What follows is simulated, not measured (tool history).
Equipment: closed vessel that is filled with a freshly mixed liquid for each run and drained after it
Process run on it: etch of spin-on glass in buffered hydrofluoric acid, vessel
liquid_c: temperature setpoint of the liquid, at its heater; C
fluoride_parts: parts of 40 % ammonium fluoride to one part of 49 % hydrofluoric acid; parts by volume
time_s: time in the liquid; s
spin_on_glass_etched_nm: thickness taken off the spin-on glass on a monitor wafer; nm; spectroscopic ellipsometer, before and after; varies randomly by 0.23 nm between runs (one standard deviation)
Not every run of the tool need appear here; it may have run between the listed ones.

run  hour  liquid_c  fluoride_parts  time_s  spin_on_glass_etched_nm
  1     0        20            13.5      30                    44.44
  2   4.2      22.5            13.5      30                   51.189
  3   9.5      22.5              10      30                   68.021
  4  16.6      22.5             7.5      30                    89.56
  5  22.1      22.5             7.5      30                   88.612
  6  26.4      21.5             7.5      30                   84.593
  7  27.8      21.5             7.5      30                   83.936
  8  30.3      20.5             7.5      30                   80.084
  9  38.2        20             7.5      30                   77.042
 10  40.6        20             7.5      30                   77.558
 11  48.8        20             7.5      30                   77.339
 12  53.5      19.5             7.5      30                   75.188
 13  58.7        19             7.5      30                   72.806

Run 14 is up next; what results do you expect?
 14  65.1      18.5             7.5      30                        ?

spin_on_glass_etched_nm: 71.016 nm

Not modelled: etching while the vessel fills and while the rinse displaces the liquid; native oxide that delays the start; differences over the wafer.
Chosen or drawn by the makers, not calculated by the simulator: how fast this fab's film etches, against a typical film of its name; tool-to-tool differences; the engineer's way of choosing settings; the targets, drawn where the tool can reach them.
